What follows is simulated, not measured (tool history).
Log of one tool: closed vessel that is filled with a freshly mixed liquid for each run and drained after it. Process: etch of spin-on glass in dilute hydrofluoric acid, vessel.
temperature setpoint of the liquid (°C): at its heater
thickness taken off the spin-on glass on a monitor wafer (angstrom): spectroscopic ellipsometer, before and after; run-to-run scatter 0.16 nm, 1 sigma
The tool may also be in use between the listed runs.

run	hour	temperature setpoint of the liquid (°C)	parts of water to one part of 49 % hydrofluoric acid (parts by volume)	time in the liquid (s)	thickness taken off the spin-on glass on a monitor wafer (angstrom)
1	0.0	21.0	95	30	98.754
2	3.5	19.5	95	30	92.959
3	11.9	21.0	90	30	103.450
4	14.3	22.5	85	30	119.820
5	16.3	23.5	85	30	126.040
# hour 24.6: hydrofluoric acid flow meter replaced
6	24.6	23.5	115	30	83.309

For run 7, what comes out?
7	27.9	24.5	105	30	?

{"run 7": {"thickness taken off the spin-on glass on a monitor wafer (angstrom)": 96.108}}

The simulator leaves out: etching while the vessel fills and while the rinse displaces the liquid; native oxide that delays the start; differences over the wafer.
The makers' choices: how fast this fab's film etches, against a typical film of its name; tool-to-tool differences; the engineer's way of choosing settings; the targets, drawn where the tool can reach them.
